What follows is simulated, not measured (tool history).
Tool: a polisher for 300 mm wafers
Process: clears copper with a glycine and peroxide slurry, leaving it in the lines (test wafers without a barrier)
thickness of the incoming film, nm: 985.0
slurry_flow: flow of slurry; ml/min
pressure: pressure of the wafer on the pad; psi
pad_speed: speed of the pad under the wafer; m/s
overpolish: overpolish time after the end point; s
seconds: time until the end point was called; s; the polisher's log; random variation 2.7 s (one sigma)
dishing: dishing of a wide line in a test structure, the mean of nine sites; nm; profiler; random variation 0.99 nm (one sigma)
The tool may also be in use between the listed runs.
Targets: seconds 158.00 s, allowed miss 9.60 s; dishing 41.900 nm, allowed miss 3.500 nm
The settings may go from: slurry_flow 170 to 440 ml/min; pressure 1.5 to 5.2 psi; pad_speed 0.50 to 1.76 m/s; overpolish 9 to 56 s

| run | hour | slurry_flow | pressure | pad_speed | overpolish | seconds | dishing |
|---|---|---|---|---|---|---|---|
| 1 | 0.0 | 280 | 3.3 | 1.12 | 29 | 178.59 | 95.495 |
| 2 | 0.9 | 280 | 2.7 | 1.34 | 22 | 181.52 | 80.067 |
| 3 | 6.9 | 310 | 2.7 | 1.34 | 22 | 173.44 | 76.937 |
| 4 | 12.8 | 310 | 3.2 | 1.34 | 22 | 152.18 | 88.437 |
| 5 | 18.5 | 310 | 3.2 | 1.50 | 22 | 137.41 | 91.438 |
| 6 | 24.5 | 345 | 3.2 | 1.50 | 22 | 139.67 | 92.539 |
| 7 | 33.1 | 340 | 2.7 | 1.58 | 18 | 153.32 | 74.657 |
| 8 | 40.8 | 375 | 2.4 | 1.64 | 15 | 163.79 | 60.977 |
| 9 | 47.4 | 395 | 2.3 | 1.68 | 13 | 167.51 | 54.710 |
| 10 | 51.1 | 410 | 2.3 | 1.70 | 12 | 156.68 | 49.329 |
| 11 | 55.1 | 420 | 2.3 | 1.70 | 11 | 166.71 | 46.526 |

Which of these 5 next moves meets every target?
| A | 59.1 | 415 | 2.3 | 1.76 | 9 | ? | ? |
| B | 59.1 | 380 | 2.2 | 1.70 | 14 | ? | ? |
| C | 59.1 | 430 | 2.7 | 1.52 | 13 | ? | ? |
| D | 59.1 | 420 | 2.1 | 1.74 | 14 | ? | ? |
| E | 59.1 | 415 | 2.4 | 1.76 | 11 | ? | ? |

| move | seconds | dishing |
|---|---|---|
| A | 163.69 | 40.743 |
| B | 176.44 | 55.372 |
| C | 161.35 | 56.961 |
| D | 178.73 | 54.588 |
| E | 157.71 | 50.032 |
A: meets every target
B: further off than the last run
C: further off than the last run
D: further off than the last run
E: further off than the last run
The right move is A.
